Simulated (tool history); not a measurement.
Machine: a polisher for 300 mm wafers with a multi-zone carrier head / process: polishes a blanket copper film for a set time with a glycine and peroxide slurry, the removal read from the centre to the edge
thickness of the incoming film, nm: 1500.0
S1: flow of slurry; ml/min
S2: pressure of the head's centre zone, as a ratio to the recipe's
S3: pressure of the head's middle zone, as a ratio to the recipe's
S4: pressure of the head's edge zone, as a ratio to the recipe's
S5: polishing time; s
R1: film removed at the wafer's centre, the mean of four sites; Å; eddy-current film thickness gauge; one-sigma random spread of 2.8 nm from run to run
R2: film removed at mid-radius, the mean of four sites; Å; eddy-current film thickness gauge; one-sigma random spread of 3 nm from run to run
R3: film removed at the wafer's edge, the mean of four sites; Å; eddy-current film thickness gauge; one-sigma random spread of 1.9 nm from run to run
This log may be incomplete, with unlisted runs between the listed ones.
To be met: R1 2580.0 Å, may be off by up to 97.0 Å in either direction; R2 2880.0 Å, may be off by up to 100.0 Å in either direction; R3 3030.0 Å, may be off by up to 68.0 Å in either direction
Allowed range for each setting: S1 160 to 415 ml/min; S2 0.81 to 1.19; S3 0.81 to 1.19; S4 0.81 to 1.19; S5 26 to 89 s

Run 1, day 0.000: S1 265 ml/min, S2 1.00, S3 1.00, S4 1.00, S5 57 s. Result: R1 2064.4 Å, R2 2093.8 Å, R3 2068.7 Å.
Run 2, day 0.179: S1 265 ml/min, S2 1.00, S3 1.00, S4 0.93, S5 57 s. Result: R1 2107.5 Å, R2 2096.9 Å, R3 1997.4 Å.
Run 3, day 0.358: S1 270 ml/min, S2 0.99, S3 1.00, S4 0.98, S5 61 s. Result: R1 2220.8 Å, R2 2210.9 Å, R3 2203.1 Å.
Run 4, day 0.446: S1 235 ml/min, S2 0.99, S3 1.00, S4 0.98, S5 61 s. Result: R1 2177.3 Å, R2 2138.0 Å, R3 2162.6 Å.
Run 5, day 0.604: S1 235 ml/min, S2 0.99, S3 1.04, S4 0.98, S5 61 s. Result: R1 2200.0 Å, R2 2257.9 Å, R3 2181.6 Å.
Run 6, day 0.958: S1 245 ml/min, S2 0.98, S3 1.05, S4 1.02, S5 64 s. Result: R1 2269.4 Å, R2 2374.7 Å, R3 2334.6 Å.
Run 7, day 1.238: S1 260 ml/min, S2 0.97, S3 1.05, S4 1.05, S5 66 s. Result: R1 2360.9 Å, R2 2486.9 Å, R3 2429.8 Å.
Run 8, day 1.400: S1 255 ml/min, S2 0.95, S3 1.05, S4 1.07, S5 69 s. Result: R1 2431.2 Å, R2 2580.1 Å, R3 2584.2 Å.
Run 9, day 1.746: S1 265 ml/min, S2 0.94, S3 1.05, S4 1.10, S5 70 s. Result: R1 2426.3 Å, R2 2594.6 Å, R3 2674.2 Å.
Run 10, day 1.938: S1 275 ml/min, S2 0.93, S3 1.06, S4 1.12, S5 71 s. Result: R1 2420.9 Å, R2 2661.4 Å, R3 2732.7 Å.
Run 11, day 2.188: S1 280 ml/min, S2 0.93, S3 1.06, S4 1.13, S5 72 s. Result: R1 2468.7 Å, R2 2716.7 Å, R3 2782.7 Å.
Run 12, day 2.446: S1 280 ml/min, S2 0.93, S3 1.06, S4 1.14, S5 73 s. Result: R1 2458.3 Å, R2 2769.2 Å, R3 2871.7 Å.
Run 13, day 2.650: S1 285 ml/min, S2 0.94, S3 1.06, S4 1.15, S5 73 s. Result: R1 2483.1 Å, R2 2727.6 Å, R3 2848.6 Å.
Run 14, day 2.850: S1 285 ml/min, S2 0.94, S3 1.06, S4 1.16, S5 74 s. Result: R1 2577.2 Å, R2 2804.4 Å, R3 2888.7 Å.
Run 15, day 3.150: S1 285 ml/min, S2 0.93, S3 1.06, S4 1.16, S5 74 s. Result: R1 2616.2 Å, R2 2792.7 Å, R3 2914.7 Å.
Run 16, day 3.433: S1 305 ml/min, S2 0.88, S3 1.08, S4 1.19, S5 75 s. Result: R1 2441.6 Å, R2 2891.6 Å, R3 3020.7 Å.

Exactly one of the 5 candidate moves below puts every result within its allowed miss. Which one?
Run A, day 3.717: S1 295 ml/min, S2 0.97, S3 1.05, S4 1.17, S5 77 s. Result: R1 ?, R2 ?, R3 ?.
Run B, day 3.717: S1 220 ml/min, S2 0.92, S3 1.11, S4 1.19, S5 77 s. Result: R1 ?, R2 ?, R3 ?.
Run C, day 3.717: S1 295 ml/min, S2 0.81, S3 1.16, S4 1.19, S5 76 s. Result: R1 ?, R2 ?, R3 ?.
Run D, day 3.717: S1 300 ml/min, S2 0.87, S3 1.18, S4 1.14, S5 77 s. Result: R1 ?, R2 ?, R3 ?.
Run E, day 3.717: S1 295 ml/min, S2 0.87, S3 1.02, S4 1.19, S5 73 s. Result: R1 ?, R2 ?, R3 ?.

move      R1      R2      R3
   A  2826.7  2899.9  3048.6
   B  2586.0  2883.5  2999.8
   C  2327.2  3005.9  3033.4
   D  2538.8  3075.7  3008.7
   E  2401.2  2713.6  2916.6
A: takes the biggest miss from the last run beyond its target
B: all results land within tolerance of their targets
C: misses by more than the last run did
D: meets the target for the result that was furthest off, but another lies outside its allowed miss
E: misses by more than the last run did
B is the move that brings every result within its allowed miss.
